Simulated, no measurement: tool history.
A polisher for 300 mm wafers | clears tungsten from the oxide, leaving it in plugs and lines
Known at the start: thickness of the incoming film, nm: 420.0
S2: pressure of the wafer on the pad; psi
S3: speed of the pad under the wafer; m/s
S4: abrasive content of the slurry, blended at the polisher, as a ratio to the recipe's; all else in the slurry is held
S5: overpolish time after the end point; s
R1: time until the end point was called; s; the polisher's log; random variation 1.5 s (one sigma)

{"run": 1, "hour": 0.0, "flow of slurry (ml/min)": 315, "S2": 4.8, "S3": 1.1, "S4": 1.0, "S5": 25, "R1": 70.935}
{"run": 2, "hour": 0.7, "flow of slurry (ml/min)": 315, "S2": 4.1, "S3": 1.1, "S4": 1.0, "S5": 25, "R1": 81.778}
{"run": 3, "hour": 5.7, "flow of slurry (ml/min)": 315, "S2": 3.8, "S3": 1.1, "S4": 1.0, "S5": 25, "R1": 85.133}
{"run": 4, "hour": 12.6, "flow of slurry (ml/min)": 315, "S2": 3.8, "S3": 1.1, "S4": 1.0, "S5": 27, "R1": 86.527}
{"run": 5, "hour": 13.5, "flow of slurry (ml/min)": 315, "S2": 3.5, "S3": 1.1, "S4": 1.0, "S5": 27, "R1": 92.688}
{"run": 6, "hour": 18.5, "flow of slurry (ml/min)": 315, "S2": 3.3, "S3": 1.1, "S4": 1.0, "S5": 27, "R1": 98.157}
{"run": 7, "hour": 19.4, "flow of slurry (ml/min)": 315, "S2": 3.2, "S3": 1.1, "S4": 1.0, "S5": 27, "R1": 97.62}

The next listed run, before its measurement:
{"run": 8, "hour": 28.3, "flow of slurry (ml/min)": 315, "S2": 2.3, "S3": 1.08, "S4": 1.0, "S5": 27, "R1": "?"}

R1: 131.320 s
